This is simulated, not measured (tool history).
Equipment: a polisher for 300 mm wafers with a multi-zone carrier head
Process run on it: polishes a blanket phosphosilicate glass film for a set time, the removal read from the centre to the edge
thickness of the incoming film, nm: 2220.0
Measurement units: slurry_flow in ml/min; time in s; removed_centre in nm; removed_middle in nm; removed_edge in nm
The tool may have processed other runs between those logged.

run,hour,slurry_flow,centre_zone,middle_zone,edge_zone,slurry_solids,time,removed_centre,removed_middle,removed_edge
1,0,205,1,1,1,1,60,305.34,303.55,312.91
2,7.9,205,0.92,1,1,1,60,286.31,305.88,309.92
3,12.2,205,0.92,1,1.08,1,60,281.6,305.74,319.32
4,17.8,165,0.92,1,1.08,1,60,278.5,293.1,321.12
5,24.4,170,0.92,0.99,1.07,0.95,59,262.93,281.04,308.06
6,25.5,145,0.92,0.99,1.07,0.95,59,254.98,277.01,304.93
7,28.3,145,0.92,0.99,1.07,0.95,59,252.56,272.18,298.13
8,28.8,145,0.93,0.98,1.05,0.9,58,250.2,261.77,295.24

What does the tool deliver on the next run?
9,32.7,155,0.94,0.98,1.04,0.85,56,?,?,?

Run 9 yielded removed_centre 243.96 nm, removed_middle 251.52 nm, removed_edge 277.15 nm.
